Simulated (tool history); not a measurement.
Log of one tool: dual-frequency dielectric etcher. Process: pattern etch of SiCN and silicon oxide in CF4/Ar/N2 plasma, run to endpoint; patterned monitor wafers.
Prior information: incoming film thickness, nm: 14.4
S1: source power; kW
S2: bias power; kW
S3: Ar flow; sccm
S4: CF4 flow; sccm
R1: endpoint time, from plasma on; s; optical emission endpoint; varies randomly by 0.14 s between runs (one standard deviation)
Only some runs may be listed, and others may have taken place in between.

run	hour	S1	S2	S3	S4	R1
1	0.0	0.370	0.087	105	62	20.324
2	2.7	0.370	0.087	105	54	20.762
3	5.4	0.320	0.087	105	54	24.228
4	7.0	0.360	0.087	105	54	21.387
5	13.8	0.360	0.087	105	65	20.642
6	14.9	0.360	0.078	105	65	21.346
7	18.8	0.350	0.078	105	65	22.196
8	21.6	0.340	0.078	105	65	22.861

The next listed run, before its measurement:
# hour 24.3: CF4 flow controller replaced
9	24.3	0.270	0.077	105	65	?

Run 9 came out at R1 30.473 s.
